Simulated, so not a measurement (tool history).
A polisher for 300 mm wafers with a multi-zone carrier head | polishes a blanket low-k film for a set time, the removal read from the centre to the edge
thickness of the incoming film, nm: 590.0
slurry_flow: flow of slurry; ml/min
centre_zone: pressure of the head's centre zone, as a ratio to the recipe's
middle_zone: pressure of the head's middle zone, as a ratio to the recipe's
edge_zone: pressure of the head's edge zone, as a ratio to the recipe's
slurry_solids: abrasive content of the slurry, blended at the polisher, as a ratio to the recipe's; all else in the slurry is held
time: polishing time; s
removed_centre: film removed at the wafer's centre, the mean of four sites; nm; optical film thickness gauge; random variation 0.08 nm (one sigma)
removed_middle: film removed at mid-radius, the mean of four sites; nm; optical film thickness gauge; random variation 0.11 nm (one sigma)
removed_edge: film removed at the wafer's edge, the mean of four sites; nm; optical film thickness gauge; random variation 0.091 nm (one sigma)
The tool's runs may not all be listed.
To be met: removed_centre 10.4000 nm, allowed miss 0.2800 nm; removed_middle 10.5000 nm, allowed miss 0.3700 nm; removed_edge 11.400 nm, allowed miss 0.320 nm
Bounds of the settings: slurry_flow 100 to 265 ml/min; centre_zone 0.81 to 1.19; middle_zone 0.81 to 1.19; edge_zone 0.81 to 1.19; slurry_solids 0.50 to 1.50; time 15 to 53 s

| run | hour | slurry_flow | centre_zone | middle_zone | edge_zone | slurry_solids | time | removed_centre | removed_middle | removed_edge |
|---|---|---|---|---|---|---|---|---|---|---|
| 1 | 0.0 | 170 | 1.00 | 1.00 | 1.00 | 1.00 | 34 | 14.4540 | 14.0540 | 14.248 |
| 2 | 8.6 | 160 | 0.96 | 0.96 | 0.96 | 0.90 | 34 | 12.9480 | 12.4550 | 12.896 |
| 3 | 16.6 | 150 | 0.92 | 0.94 | 0.94 | 0.90 | 34 | 12.1780 | 12.1950 | 12.611 |
| 4 | 22.5 | 140 | 0.90 | 0.91 | 0.92 | 0.90 | 34 | 11.8610 | 11.6610 | 12.632 |
| 5 | 28.0 | 140 | 0.90 | 0.91 | 0.92 | 1.10 | 34 | 13.5940 | 13.7580 | 14.600 |
| 6 | 33.9 | 140 | 0.90 | 0.91 | 0.87 | 1.10 | 34 | 13.6930 | 13.5740 | 14.330 |
| 7 | 42.4 | 120 | 0.83 | 0.87 | 0.82 | 0.85 | 33 | 9.8820 | 10.1980 | 10.810 |
| 8 | 47.4 | 130 | 0.83 | 0.87 | 0.83 | 0.85 | 33 | 10.0500 | 10.3630 | 10.954 |

5 next moves are on the table. One of them brings every result within its allowed miss. Which?
| A | 52.4 | 130 | 0.84 | 0.85 | 0.84 | 1.00 | 30 | ? | ? | ? |
| B | 52.4 | 165 | 0.86 | 0.92 | 0.81 | 0.70 | 37 | ? | ? | ? |
| C | 52.4 | 125 | 0.88 | 0.85 | 0.83 | 0.80 | 36 | ? | ? | ? |
| D | 52.4 | 140 | 0.86 | 0.88 | 0.82 | 0.75 | 36 | ? | ? | ? |
| E | 52.4 | 100 | 0.92 | 0.89 | 0.81 | 0.85 | 32 | ? | ? | ? |

| move | removed_centre | removed_middle | removed_edge |
|---|---|---|---|
| A | 10.4250 | 10.5050 | 11.525 |
| B | 9.9949 | 10.4590 | 10.464 |
| C | 10.8670 | 10.4800 | 11.463 |
| D | 10.1920 | 10.3140 | 10.843 |
| E | 10.1740 | 9.8132 | 10.347 |
A: meets every target
B: further off than the last run
C: brings the result that was furthest off to its target, and leaves another outside
D: further off than the last run
E: further off than the last run
Move A is the one to make.

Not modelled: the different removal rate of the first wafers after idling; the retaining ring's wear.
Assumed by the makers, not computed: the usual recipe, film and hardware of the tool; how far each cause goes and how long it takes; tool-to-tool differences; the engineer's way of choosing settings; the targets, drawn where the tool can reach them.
